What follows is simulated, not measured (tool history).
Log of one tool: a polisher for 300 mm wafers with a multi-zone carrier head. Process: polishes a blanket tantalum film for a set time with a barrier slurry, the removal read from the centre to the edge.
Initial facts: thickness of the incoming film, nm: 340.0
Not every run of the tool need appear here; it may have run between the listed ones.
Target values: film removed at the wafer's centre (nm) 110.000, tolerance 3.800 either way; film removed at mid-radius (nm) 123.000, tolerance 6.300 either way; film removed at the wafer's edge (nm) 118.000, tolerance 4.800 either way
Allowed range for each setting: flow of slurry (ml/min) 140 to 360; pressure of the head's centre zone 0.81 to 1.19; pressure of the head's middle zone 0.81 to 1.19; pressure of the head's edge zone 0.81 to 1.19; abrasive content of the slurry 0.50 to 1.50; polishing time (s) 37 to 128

run    day  flow of slurry (ml/min)  pressure of the head's centre zone  pressure of the head's middle zone  pressure of the head's edge zone  abrasive content of the slurry  polishing time (s)  film removed at the wafer's centre (nm)  film removed at mid-radius (nm)  film removed at the wafer's edge (nm)
  1  0.000                      230                                1.00                                1.00                              1.00                            1.00                  82                                   91.497                           91.645                                 93.757
  2  0.025                      235                                1.00                                1.04                              1.03                            1.15                  83                                   96.471                           99.843                                101.190
  3  0.346                      235                                1.00                                1.04                              1.03                            0.95                  83                                   92.649                           95.221                                 94.937
  4  0.538                      235                                1.00                                1.04                              1.03                            1.15                  83                                   95.939                          100.550                                100.960
  5  0.633                      245                                1.01                                1.07                              1.05                            1.25                  83                                  100.630                          102.670                                102.080
  6  0.829                      240                                1.00                                1.08                              1.05                            1.30                  85                                  101.940                          107.530                                106.420
  7  0.958                      240                                0.99                                1.10                              1.06                            1.35                  86                                  101.520                          114.770                                110.120
  8  1.279                      245                                0.99                                1.11                              1.07                            1.40                  86                                  106.250                          112.120                                112.420
  9  1.312                      245                                0.99                                1.11                              1.07                            1.40                  86                                  105.910                          112.640                                109.750

5 candidate next runs follow, results not yet known. Just one meets every target within its allowed miss. Identify it.
  A  1.346                      300                                0.96                                1.09                              1.19                            1.50                  91                                        ?                                ?                                      ?
  B  1.346                      225                                0.92                                0.90                              1.19                            1.40                  97                                        ?                                ?                                      ?
  C  1.346                      240                                1.01                                1.04                              1.13                            1.45                  87                                        ?                                ?                                      ?
  D  1.346                      270                                0.87                                0.89                              1.19                            1.45                  94                                        ?                                ?                                      ?
  E  1.346                      295                                0.96                                1.11                              1.02                            1.50                  90                                        ?                                ?                                      ?

move  film removed at the wafer's centre (nm)  film removed at mid-radius (nm)  film removed at the wafer's edge (nm)
   A                                  112.600                          123.220                                128.680
   B                                  110.050                          107.430                                132.950
   C                                  110.120                          110.260                                117.300
   D                                  103.400                          105.650                                131.430
   E                                  111.210                          123.650                                117.570
A: the result that was furthest off in the last run now lies on the other side of its target
B: the result that was furthest off in the last run now lies on the other side of its target
C: puts the biggest miss on target and leaves a different result outside tolerance
D: the result that was furthest off in the last run now lies on the other side of its target
E: all results in spec
E is the move that brings every result within its allowed miss.
